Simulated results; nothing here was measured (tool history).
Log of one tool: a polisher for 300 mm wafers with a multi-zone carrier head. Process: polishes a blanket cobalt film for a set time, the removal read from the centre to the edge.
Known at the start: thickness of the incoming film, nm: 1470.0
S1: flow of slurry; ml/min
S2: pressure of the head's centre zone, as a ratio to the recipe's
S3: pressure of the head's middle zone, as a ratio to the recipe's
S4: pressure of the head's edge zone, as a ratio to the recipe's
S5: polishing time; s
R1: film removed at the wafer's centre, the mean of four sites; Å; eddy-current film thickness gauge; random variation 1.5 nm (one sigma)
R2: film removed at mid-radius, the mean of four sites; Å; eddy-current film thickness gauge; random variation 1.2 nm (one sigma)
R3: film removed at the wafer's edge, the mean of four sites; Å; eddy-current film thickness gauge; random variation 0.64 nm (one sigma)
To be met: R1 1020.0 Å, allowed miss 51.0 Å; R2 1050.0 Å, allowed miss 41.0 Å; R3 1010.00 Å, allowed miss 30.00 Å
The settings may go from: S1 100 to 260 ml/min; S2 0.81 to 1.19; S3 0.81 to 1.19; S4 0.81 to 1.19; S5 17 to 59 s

run    day   S1    S2    S3    S4  S5      R1      R2       R3
  1  0.000  165  1.00  1.00  1.00  38  1312.7  1335.2  1339.60
  2  0.083  160  0.99  1.00  0.98  37  1277.5  1295.0  1276.20
  3  0.358  155  0.97  0.99  0.96  36  1206.4  1240.2  1247.50
  4  0.404  155  0.97  0.99  0.96  31  1058.2  1067.9  1067.90
  5  0.733  150  0.97  0.99  0.95  31  1064.2  1080.2  1054.10
  6  0.854  150  1.05  0.99  0.95  31  1122.8  1045.9  1055.80
  7  1.125  150  1.05  0.99  0.95  31  1156.4  1071.3  1066.80
  8  1.167  145  1.04  0.99  0.95  31  1106.6  1066.8  1045.80
  9  1.300  140  1.03  0.99  0.95  31  1079.6  1042.9  1052.10
 10  1.562  140  1.03  1.00  0.94  31  1097.1  1082.8  1046.50
 11  1.938  135  1.03  1.00  0.94  31  1079.5  1067.4  1047.50
 12  1.967  130  1.03  1.00  0.93  31  1055.0  1043.0  1037.70
 13  2.108  130  1.03  1.00  0.92  31  1113.7  1062.5  1035.70
 14  2.408  125  1.02  1.00  0.92  31  1081.6  1056.0  1031.00

Which of these 4 next moves meets every target?
  A  2.708  115  1.09  0.98  0.89  32   ?   ?   ?
  B  2.708  135  1.00  1.04  0.96  30   ?   ?   ?
  C  2.708  235  1.12  1.01  0.81  30   ?   ?   ?
  D  2.708  115  1.07  1.01  0.86  33   ?   ?   ?

move      R1      R2       R3
   A  1196.1  1058.5  1023.80
   B  1059.7  1056.4  1007.80
   C  1263.7  1101.5   977.13
   D  1212.6  1115.1  1039.10
A: further off than the last run
B: meets every target
C: further off than the last run
D: further off than the last run
Move B is the one to make.
